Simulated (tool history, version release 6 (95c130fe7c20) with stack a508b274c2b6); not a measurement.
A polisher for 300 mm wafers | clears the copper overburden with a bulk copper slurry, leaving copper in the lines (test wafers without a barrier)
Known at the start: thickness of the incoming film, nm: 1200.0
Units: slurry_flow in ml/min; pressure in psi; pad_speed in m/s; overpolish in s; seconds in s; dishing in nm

run 1 day=0.000 | slurry_flow=260 pressure=3.3 pad_speed=1.38 slurry_solids=1.00 overpolish=22 | seconds=95.149 dishing=115.980
run 2 day=0.250 | slurry_flow=260 pressure=3.8 pad_speed=1.38 slurry_solids=1.00 overpolish=22 | seconds=82.302 dishing=121.810
run 3 day=0.312 | slurry_flow=265 pressure=3.1 pad_speed=1.34 slurry_solids=1.05 overpolish=17 | seconds=103.530 dishing=97.033
run 4 day=0.446 | slurry_flow=310 pressure=2.6 pad_speed=1.32 slurry_solids=1.20 overpolish=14 | seconds=117.230 dishing=79.101
run 5 day=0.479 | slurry_flow=310 pressure=2.6 pad_speed=1.32 slurry_solids=1.30 overpolish=14 | seconds=117.720 dishing=79.798
run 6 day=0.521 | slurry_flow=310 pressure=2.6 pad_speed=1.32 slurry_solids=1.30 overpolish=21 | seconds=114.230 dishing=100.200
run 7 day=0.858 | slurry_flow=340 pressure=2.3 pad_speed=1.40 slurry_solids=1.05 overpolish=17 | seconds=124.970 dishing=82.598
run 8 day=1.171 | slurry_flow=405 pressure=1.5 pad_speed=1.76 slurry_solids=0.80 overpolish=7 | seconds=164.640 dishing=34.971
-- day=1.433 slurry blender recalibrated
run 9 day=1.433 | slurry_flow=370 pressure=1.6 pad_speed=1.78 slurry_solids=0.80 overpolish=7 | seconds=149.150 dishing=37.156

Forecast run 10:
run 10 day=1.788 | slurry_flow=345 pressure=1.7 pad_speed=1.74 slurry_solids=0.85 overpolish=7 | seconds=? dishing=?

Run 10 gave seconds 141.470 s, dishing 39.601 nm.
